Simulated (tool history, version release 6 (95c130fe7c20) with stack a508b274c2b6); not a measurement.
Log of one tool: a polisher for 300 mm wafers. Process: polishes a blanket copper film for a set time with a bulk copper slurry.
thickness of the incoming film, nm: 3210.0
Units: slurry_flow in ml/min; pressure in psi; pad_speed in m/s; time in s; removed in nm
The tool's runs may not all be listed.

{"run": 1, "hour": 0.0, "slurry_flow": 230, "pressure": 2.9, "pad_speed": 0.92, "slurry_solids": 1.0, "time": 89, "removed": 675.24}
{"run": 2, "hour": 5.0, "slurry_flow": 230, "pressure": 2.9, "pad_speed": 1.1, "slurry_solids": 1.0, "time": 89, "removed": 805.27}
{"run": 3, "hour": 8.8, "slurry_flow": 230, "pressure": 2.9, "pad_speed": 1.1, "slurry_solids": 1.0, "time": 89, "removed": 799.21}
{"run": 4, "hour": 14.3, "slurry_flow": 230, "pressure": 2.3, "pad_speed": 1.1, "slurry_solids": 1.0, "time": 89, "removed": 690.58}
{"run": 5, "hour": 22.5, "slurry_flow": 230, "pressure": 2.3, "pad_speed": 1.1, "slurry_solids": 0.9, "time": 89, "removed": 666.33}
{"run": 6, "hour": 26.0, "slurry_flow": 230, "pressure": 2.3, "pad_speed": 1.1, "slurry_solids": 0.75, "time": 89, "removed": 631.32}
{"run": 7, "hour": 31.2, "slurry_flow": 230, "pressure": 2.6, "pad_speed": 1.12, "slurry_solids": 0.75, "time": 89, "removed": 703.18}

Run 8 comes next. What will it give?
{"run": 8, "hour": 31.8, "slurry_flow": 230, "pressure": 2.9, "pad_speed": 1.14, "slurry_solids": 0.75, "time": 89, "removed": "?"}

Run 8 gave removed 756.45 nm.

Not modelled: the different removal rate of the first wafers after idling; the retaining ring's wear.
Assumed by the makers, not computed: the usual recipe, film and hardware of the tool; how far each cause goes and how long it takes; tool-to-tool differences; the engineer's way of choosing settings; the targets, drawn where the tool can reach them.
